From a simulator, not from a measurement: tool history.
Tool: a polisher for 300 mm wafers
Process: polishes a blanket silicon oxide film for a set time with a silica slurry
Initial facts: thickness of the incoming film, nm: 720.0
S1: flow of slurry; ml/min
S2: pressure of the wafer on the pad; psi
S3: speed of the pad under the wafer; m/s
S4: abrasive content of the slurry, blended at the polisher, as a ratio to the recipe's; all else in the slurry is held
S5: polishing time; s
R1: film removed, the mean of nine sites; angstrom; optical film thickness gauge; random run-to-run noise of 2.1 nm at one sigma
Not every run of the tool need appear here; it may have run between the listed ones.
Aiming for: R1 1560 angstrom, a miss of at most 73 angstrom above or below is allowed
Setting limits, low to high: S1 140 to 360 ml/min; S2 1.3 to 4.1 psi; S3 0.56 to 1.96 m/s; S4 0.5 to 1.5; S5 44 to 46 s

{"run": 1, "day": 0.0, "S1": 230, "S2": 2.7, "S3": 1.26, "S4": 1, "S5": 44, "R1": 1118.2}
{"run": 2, "day": 0.238, "S1": 230, "S2": 2.7, "S3": 1.26, "S4": 1, "S5": 46, "R1": 1149.8}
{"run": 3, "day": 0.492, "S1": 230, "S2": 3, "S3": 1.28, "S4": 1, "S5": 46, "R1": 1323.7}
{"run": 4, "day": 0.854, "S1": 230, "S2": 3.1, "S3": 1.28, "S4": 1, "S5": 46, "R1": 1354.3}
{"run": 5, "day": 1.017, "S1": 275, "S2": 3.1, "S3": 1.28, "S4": 1, "S5": 46, "R1": 1434.2}
{"run": 6, "day": 1.167, "S1": 275, "S2": 3.1, "S3": 1.28, "S4": 0.8, "S5": 46, "R1": 1267.1}
{"run": 7, "day": 1.492, "S1": 280, "S2": 3.3, "S3": 1.28, "S4": 0.8, "S5": 46, "R1": 1342.6}
{"run": 8, "day": 1.762, "S1": 285, "S2": 3.4, "S3": 1.28, "S4": 0.8, "S5": 46, "R1": 1362.7}

Which single option among these 5 for the next run brings every result within its allowed miss of target? Just one does.
{"run": "A", "day": 2.033, "S1": 230, "S2": 3.6, "S3": 1.22, "S4": 0.9, "S5": 44, "R1": "?"}
{"run": "B", "day": 2.033, "S1": 280, "S2": 3.3, "S3": 1.18, "S4": 0.65, "S5": 44, "R1": "?"}
{"run": "C", "day": 2.033, "S1": 275, "S2": 3.4, "S3": 1.52, "S4": 0.75, "S5": 46, "R1": "?"}
{"run": "D", "day": 2.033, "S1": 240, "S2": 3.5, "S3": 1.2, "S4": 0.8, "S5": 46, "R1": "?"}
{"run": "E", "day": 2.033, "S1": 280, "S2": 3.3, "S3": 1.22, "S4": 0.7, "S5": 44, "R1": "?"}

move=A R1=1398.2
move=B R1=1099.4
move=C R1=1546.9
move=D R1=1338.4
move=E R1=1169.4
A: closer than the last run, but not yet in spec
B: further off than the last run
C: in spec on every target
D: further off than the last run
E: further off than the last run
C meets every target.

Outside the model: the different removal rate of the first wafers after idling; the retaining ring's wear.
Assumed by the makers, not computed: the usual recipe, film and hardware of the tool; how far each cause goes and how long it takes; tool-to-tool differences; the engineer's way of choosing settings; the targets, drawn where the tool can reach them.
